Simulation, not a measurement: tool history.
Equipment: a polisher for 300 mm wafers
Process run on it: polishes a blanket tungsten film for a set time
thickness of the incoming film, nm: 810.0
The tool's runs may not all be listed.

run,hour,flow of slurry (ml/min),pressure of the wafer on the pad (psi),speed of the pad under the wafer (cm/s),abrasive content of the slurry,polishing time (s),film removed (Å)
1,0.0,145,4.3,86,1.0,33,1211.8
2,2.2,140,4.3,86,1.0,33,1195.8
3,5.2,140,4.3,86,1.0,33,1189.9
4,7.3,135,4.3,86,1.0,33,1174.8
# hour 15.9: head pressure recalibrated
5,15.9,165,4.3,86,1.0,33,1294.2
6,18.7,180,4.3,86,1.0,33,1311.9
7,21.4,165,4.3,86,1.0,33,1285.8
8,23.0,155,4.3,86,1.0,33,1271.7
9,25.9,145,4.3,86,1.0,33,1251.5

Predict the results of run 10:
10,30.0,135,4.3,86,1.0,33,?

film removed (Å): 1249.7
